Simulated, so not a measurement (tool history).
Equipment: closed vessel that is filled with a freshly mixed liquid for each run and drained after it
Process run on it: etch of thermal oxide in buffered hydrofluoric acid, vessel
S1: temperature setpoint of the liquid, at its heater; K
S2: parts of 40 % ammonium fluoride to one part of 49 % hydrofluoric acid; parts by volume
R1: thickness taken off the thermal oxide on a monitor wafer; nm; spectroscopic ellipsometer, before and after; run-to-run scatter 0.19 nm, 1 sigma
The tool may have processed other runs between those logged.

{"run": 1, "hour": 0.0, "S1": 296.15, "S2": 8.5, "time in the liquid (s)": 30, "R1": 36.359}
{"run": 2, "hour": 2.9, "S1": 295.15, "S2": 8.5, "time in the liquid (s)": 30, "R1": 34.438}
{"run": 3, "hour": 4.1, "S1": 296.65, "S2": 8.5, "time in the liquid (s)": 30, "R1": 37.289}
{"run": 4, "hour": 12.2, "S1": 296.65, "S2": 9.5, "time in the liquid (s)": 30, "R1": 33.852}
{"run": 5, "hour": 20.4, "S1": 295.65, "S2": 9.5, "time in the liquid (s)": 30, "R1": 32.243}
{"run": 6, "hour": 23.4, "S1": 295.65, "S2": 9.5, "time in the liquid (s)": 30, "R1": 31.688}

Forecast run 7:
{"run": 7, "hour": 27.7, "S1": 295.15, "S2": 9.5, "time in the liquid (s)": 30, "R1": "?"}

{"run 7": {"R1": 30.611}}
